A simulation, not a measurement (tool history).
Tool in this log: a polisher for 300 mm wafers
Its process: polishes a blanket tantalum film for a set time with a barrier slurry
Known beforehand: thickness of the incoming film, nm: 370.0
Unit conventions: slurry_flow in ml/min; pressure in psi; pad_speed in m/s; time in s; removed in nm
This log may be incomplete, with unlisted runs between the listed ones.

run 1 day=0.000 | slurry_flow=210 pressure=1.5 pad_speed=1.14 slurry_solids=1.0 time=62 | removed=95.716
run 2 day=0.321 | slurry_flow=210 pressure=1.5 pad_speed=0.98 slurry_solids=1.0 time=62 | removed=85.149
run 3 day=0.429 | slurry_flow=210 pressure=1.6 pad_speed=0.98 slurry_solids=1.0 time=62 | removed=91.418
run 4 day=0.600 | slurry_flow=210 pressure=1.7 pad_speed=0.98 slurry_solids=1.0 time=62 | removed=96.706
run 5 day=0.950 | slurry_flow=210 pressure=1.8 pad_speed=0.98 slurry_solids=1.0 time=62 | removed=101.630
run 6 day=1.158 | slurry_flow=210 pressure=1.5 pad_speed=0.98 slurry_solids=1.0 time=62 | removed=85.943
run 7 day=1.479 | slurry_flow=210 pressure=1.6 pad_speed=1.00 slurry_solids=1.0 time=62 | removed=92.985
run 8 day=1.792 | slurry_flow=210 pressure=1.7 pad_speed=1.00 slurry_solids=1.0 time=62 | removed=98.183
run 9 day=1.821 | slurry_flow=210 pressure=1.8 pad_speed=1.00 slurry_solids=1.0 time=62 | removed=102.720
run 10 day=1.979 | slurry_flow=210 pressure=1.8 pad_speed=1.00 slurry_solids=1.0 time=62 | removed=103.320
run 11 day=2.146 | slurry_flow=210 pressure=1.9 pad_speed=1.02 slurry_solids=1.0 time=62 | removed=109.390
run 12 day=2.329 | slurry_flow=210 pressure=2.0 pad_speed=1.04 slurry_solids=1.0 time=62 | removed=115.880
run 13 day=2.450 | slurry_flow=210 pressure=2.0 pad_speed=1.06 slurry_solids=1.0 time=62 | removed=116.620

The next listed run, before its measurement:
run 14 day=2.592 | slurry_flow=225 pressure=2.3 pad_speed=1.12 slurry_solids=1.0 time=62 | removed=?

removed: 142.440 nm

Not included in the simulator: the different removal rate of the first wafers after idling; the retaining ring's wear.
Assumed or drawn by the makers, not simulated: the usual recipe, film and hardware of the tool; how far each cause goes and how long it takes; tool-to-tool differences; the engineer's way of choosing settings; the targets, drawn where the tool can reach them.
